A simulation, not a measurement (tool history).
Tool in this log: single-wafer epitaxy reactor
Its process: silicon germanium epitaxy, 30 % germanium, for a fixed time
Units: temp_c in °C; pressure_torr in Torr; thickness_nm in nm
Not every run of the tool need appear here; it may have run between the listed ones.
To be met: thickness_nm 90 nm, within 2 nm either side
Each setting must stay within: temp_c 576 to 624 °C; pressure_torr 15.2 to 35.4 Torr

run  hour  temp_c  pressure_torr  thickness_nm
  1     0     600           25.3        67.735
  2     6     603           25.4        72.194
  3  12.9     603           23.1        69.913
  4  14.6     606           23.2         74.02
  5  22.7     608           23.3        77.649
  6  29.7     601           23.3        66.747
  7  35.4     604           23.4        71.925
  8  38.3     606           23.5        74.894
  9  45.2     608           23.6        78.401

Exercise: of the 5 proposed moves below, exactly one satisfies all targets within the stated allowed misses. Which move is it?
  A  52.1     615             27             ?
  B  52.1     615           20.7             ?
  C  52.1     597           24.4             ?
  D  52.1     615           24.5             ?
  E  52.1     602           24.6             ?

move  thickness_nm
   A        93.438
   B        84.609
   C        63.513
   D        90.089
   E        70.282
A: takes the result that was furthest off past its target
B: gains on the last run, yet a result remains outside its allowed miss
C: moves away from the targets compared with the last run
D: every result lands within tolerance
E: moves away from the targets compared with the last run
Correct choice: D, which meets every target
